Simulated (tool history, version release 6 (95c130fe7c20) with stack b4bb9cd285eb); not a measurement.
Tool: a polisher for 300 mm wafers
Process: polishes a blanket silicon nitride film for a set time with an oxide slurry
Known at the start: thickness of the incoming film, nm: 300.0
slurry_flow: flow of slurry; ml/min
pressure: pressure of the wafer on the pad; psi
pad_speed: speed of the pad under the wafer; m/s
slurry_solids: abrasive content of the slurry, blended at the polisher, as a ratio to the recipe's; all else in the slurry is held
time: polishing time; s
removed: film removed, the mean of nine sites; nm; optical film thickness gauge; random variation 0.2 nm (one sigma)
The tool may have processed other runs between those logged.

run	hour	slurry_flow	pressure	pad_speed	slurry_solids	time	removed
1	0	250	4.4	1.08	1	47	33.681
2	4	250	4.4	1.08	1	47	33.557
3	12.7	250	4.4	1.08	1.1	47	35.589
4	16.4	245	4	1.08	1.1	47	33.206
5	17.3	245	5	1.08	1.1	47	39.38
6	24.1	240	4.4	1.08	1.1	47	35.313

Run 7 comes next. What will it give?
7	31	235	4	1.08	1.1	47	?

{"run 7": {"removed": 32.51}}
